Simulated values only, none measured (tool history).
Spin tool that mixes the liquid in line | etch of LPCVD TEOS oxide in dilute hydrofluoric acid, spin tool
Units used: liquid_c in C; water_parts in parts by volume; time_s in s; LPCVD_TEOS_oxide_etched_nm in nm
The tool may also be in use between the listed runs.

Run 1, hour 0.0: liquid_c 23.0 C, water_parts 170 parts by volume, time_s 295 s. Result: LPCVD_TEOS_oxide_etched_nm 26.590 nm.
Run 2, hour 4.0: liquid_c 23.0 C, water_parts 170 parts by volume, time_s 295 s. Result: LPCVD_TEOS_oxide_etched_nm 26.529 nm.
Run 3, hour 9.8: liquid_c 20.5 C, water_parts 170 parts by volume, time_s 295 s. Result: LPCVD_TEOS_oxide_etched_nm 24.081 nm.
Run 4, hour 10.8: liquid_c 20.5 C, water_parts 170 parts by volume, time_s 315 s. Result: LPCVD_TEOS_oxide_etched_nm 25.974 nm.
Run 5, hour 19.6: liquid_c 22.0 C, water_parts 160 parts by volume, time_s 315 s. Result: LPCVD_TEOS_oxide_etched_nm 29.330 nm.
Run 6, hour 24.8: liquid_c 19.0 C, water_parts 160 parts by volume, time_s 315 s. Result: LPCVD_TEOS_oxide_etched_nm 25.854 nm.
Run 7, hour 30.8: liquid_c 20.5 C, water_parts 150 parts by volume, time_s 315 s. Result: LPCVD_TEOS_oxide_etched_nm 30.362 nm.
Run 8, hour 32.7: liquid_c 22.0 C, water_parts 140 parts by volume, time_s 315 s. Result: LPCVD_TEOS_oxide_etched_nm 34.506 nm.

Expected results for the next run?
Run 9, hour 38.3: liquid_c 23.5 C, water_parts 135 parts by volume, time_s 315 s. Result: LPCVD_TEOS_oxide_etched_nm ?.

LPCVD_TEOS_oxide_etched_nm: 38.101 nm
